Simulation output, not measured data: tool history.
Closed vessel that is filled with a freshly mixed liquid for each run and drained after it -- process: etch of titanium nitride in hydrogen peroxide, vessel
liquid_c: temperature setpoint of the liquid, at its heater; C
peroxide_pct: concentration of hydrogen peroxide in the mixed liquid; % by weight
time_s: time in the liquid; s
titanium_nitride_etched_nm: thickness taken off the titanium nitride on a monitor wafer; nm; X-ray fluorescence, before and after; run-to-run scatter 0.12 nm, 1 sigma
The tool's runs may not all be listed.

| run | day | liquid_c | peroxide_pct | time_s | titanium_nitride_etched_nm |
|---|---|---|---|---|---|
| 1 | 0.000 | 51.0 | 19.5 | 235 | 19.930 |
| 2 | 0.233 | 52.0 | 19.5 | 235 | 21.320 |
| 3 | 0.308 | 57.5 | 19.5 | 235 | 31.565 |
| 4 | 0.450 | 57.5 | 19.5 | 235 | 31.550 |
| 5 | 0.800 | 61.0 | 19.5 | 235 | 39.989 |
| 6 | 1.167 | 61.0 | 19.5 | 235 | 40.069 |
| 7 | 1.233 | 60.0 | 19.5 | 235 | 37.398 |
| 8 | 1.583 | 59.5 | 19.5 | 235 | 36.069 |
| 9 | 1.900 | 59.0 | 19.5 | 235 | 34.694 |

What does the tool deliver on the next run?
| 10 | 2.246 | 58.5 | 19.5 | 235 | ? |

titanium_nitride_etched_nm: 33.669 nm
